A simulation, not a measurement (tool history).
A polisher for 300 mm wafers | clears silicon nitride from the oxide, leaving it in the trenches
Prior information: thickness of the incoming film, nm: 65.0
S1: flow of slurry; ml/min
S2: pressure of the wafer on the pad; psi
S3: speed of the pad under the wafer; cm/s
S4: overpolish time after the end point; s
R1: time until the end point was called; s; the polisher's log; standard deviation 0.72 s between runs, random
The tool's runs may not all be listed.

Run 1, hour 0: S1 195 ml/min, S2 2.2 psi, S3 102 cm/s, S4 34 s. Result: R1 84.877 s.
Run 2, hour 7: S1 195 ml/min, S2 2.2 psi, S3 102 cm/s, S4 34 s. Result: R1 84.749 s.
Run 3, hour 8.6: S1 195 ml/min, S2 1.6 psi, S3 102 cm/s, S4 34 s. Result: R1 115.19 s.
Run 4, hour 16.5: S1 195 ml/min, S2 1.6 psi, S3 92 cm/s, S4 34 s. Result: R1 128.88 s.
Run 5, hour 19.2: S1 200 ml/min, S2 1.9 psi, S3 92 cm/s, S4 34 s. Result: R1 105.16 s.
Run 6, hour 21.7: S1 230 ml/min, S2 1.9 psi, S3 92 cm/s, S4 34 s. Result: R1 105.77 s.
Run 7, hour 29.4: S1 230 ml/min, S2 1.9 psi, S3 92 cm/s, S4 34 s. Result: R1 106.05 s.
Run 8, hour 37.6: S1 240 ml/min, S2 2.5 psi, S3 94 cm/s, S4 34 s. Result: R1 79.735 s.

Run 9 has not been measured yet. What should we expect?
Run 9, hour 39.9: S1 240 ml/min, S2 2.5 psi, S3 94 cm/s, S4 34 s. Result: R1 ?.

Run 9 came out at R1 79.896 s.
